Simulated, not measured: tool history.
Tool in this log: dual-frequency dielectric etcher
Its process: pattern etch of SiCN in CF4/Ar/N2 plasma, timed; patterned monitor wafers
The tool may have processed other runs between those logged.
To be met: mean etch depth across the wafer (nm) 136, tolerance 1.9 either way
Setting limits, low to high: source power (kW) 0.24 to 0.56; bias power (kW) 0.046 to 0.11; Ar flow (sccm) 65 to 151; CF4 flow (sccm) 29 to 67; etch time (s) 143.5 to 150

run    day  source power (kW)  bias power (kW)  Ar flow (sccm)  CF4 flow (sccm)  etch time (s)  mean etch depth across the wafer (nm)
  1      0                0.4            0.078             108               48          143.5                                 110.91
  2  0.225                0.4            0.078             108               39          143.5                                 108.52
  3   0.35               0.45            0.078             108               39          143.5                                 120.38
  4  0.458               0.45            0.071             108               39          143.5                                 114.36
  5  0.546               0.47            0.071             108               39          143.5                                 119.12
  6  0.871               0.47            0.071             100               39          143.5                                 119.87
  7  1.167               0.48            0.071             100               39          143.5                                 122.76
  8  1.333               0.49            0.071             100               39          143.5                                 124.84

Of the 5 settings listed for the next run, only one would bring every result within its allowed miss of target. Which one?
  A  1.5               0.51            0.077             120               36            150                                      ?
  B  1.5               0.52            0.081              91               32            145                                      ?
  C  1.5               0.48            0.072              89               40            148                                      ?
  D  1.5               0.56            0.062             116               36            149                                      ?
  E  1.5               0.51             0.08              65               35          145.5                                      ?

move  mean etch depth across the wafer (nm)
   A                                 135.62
   B                                 139.12
   C                                  129.7
   D                                 132.34
   E                                 143.44
A: every result within its allowed miss
B: takes the result that was furthest off past its target
C: nearer than the last run, and not there yet
D: nearer than the last run, and not there yet
E: takes the result that was furthest off past its target
A meets every target.
